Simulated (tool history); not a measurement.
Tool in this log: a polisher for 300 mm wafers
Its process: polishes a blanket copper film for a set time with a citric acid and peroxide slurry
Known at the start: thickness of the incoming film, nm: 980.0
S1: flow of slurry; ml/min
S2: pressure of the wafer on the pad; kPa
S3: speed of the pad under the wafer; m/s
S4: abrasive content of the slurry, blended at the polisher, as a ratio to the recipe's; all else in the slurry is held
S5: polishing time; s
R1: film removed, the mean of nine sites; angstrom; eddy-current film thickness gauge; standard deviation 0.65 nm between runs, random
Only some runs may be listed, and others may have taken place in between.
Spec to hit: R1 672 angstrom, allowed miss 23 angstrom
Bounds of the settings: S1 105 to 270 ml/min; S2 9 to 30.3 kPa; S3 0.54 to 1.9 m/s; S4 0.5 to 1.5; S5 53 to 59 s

run 1 hour=0 | S1=175 S2=19.3 S3=1.22 S4=1 S5=59 | R1=1476.1
run 2 hour=4.6 | S1=170 S2=15.9 S3=1.12 S4=1 S5=59 | R1=1202.1
run 3 hour=13.1 | S1=170 S2=13.8 S3=1 S4=1 S5=59 | R1=994.59
run 4 hour=17.3 | S1=170 S2=13.8 S3=1.28 S4=1 S5=59 | R1=1232.4
run 5 hour=22.4 | S1=170 S2=12.4 S3=1.12 S4=1 S5=59 | R1=1035.2
run 6 hour=25.5 | S1=170 S2=12.4 S3=1.12 S4=1.1 S5=59 | R1=1054.2
run 7 hour=26.6 | S1=170 S2=12.4 S3=1.12 S4=1.1 S5=59 | R1=1060.8
run 8 hour=29.6 | S1=170 S2=11 S3=1 S4=1.1 S5=59 | R1=890.67
run 9 hour=30.3 | S1=170 S2=10.3 S3=0.94 S4=1.1 S5=59 | R1=823.23
run 10 hour=30.9 | S1=170 S2=9.7 S3=0.88 S4=1.1 S5=59 | R1=744.49
run 11 hour=39.5 | S1=170 S2=9.7 S3=0.86 S4=1.1 S5=59 | R1=723.5

Exercise: of the 5 proposed moves below, exactly one satisfies all targets within the stated allowed misses. Which move is it?
run A hour=48.1 | S1=175 S2=9.7 S3=1.02 S4=1 S5=53 | R1=?
run B hour=48.1 | S1=175 S2=11 S3=0.88 S4=1.25 S5=58 | R1=?
run C hour=48.1 | S1=160 S2=15.2 S3=0.6 S4=1.25 S5=59 | R1=?
run D hour=48.1 | S1=160 S2=9.7 S3=0.98 S4=1.3 S5=54 | R1=?
run E hour=48.1 | S1=165 S2=9 S3=0.94 S4=1.45 S5=57 | R1=?

move=A R1=759.88
move=B R1=807.98
move=C R1=668.3
move=D R1=769.62
move=E R1=777.19
A: the biggest miss grows against the last run
B: the biggest miss grows against the last run
C: hits every target within its allowed miss
D: the biggest miss grows against the last run
E: the biggest miss grows against the last run
So the answer is move C, the one that meets all the targets.
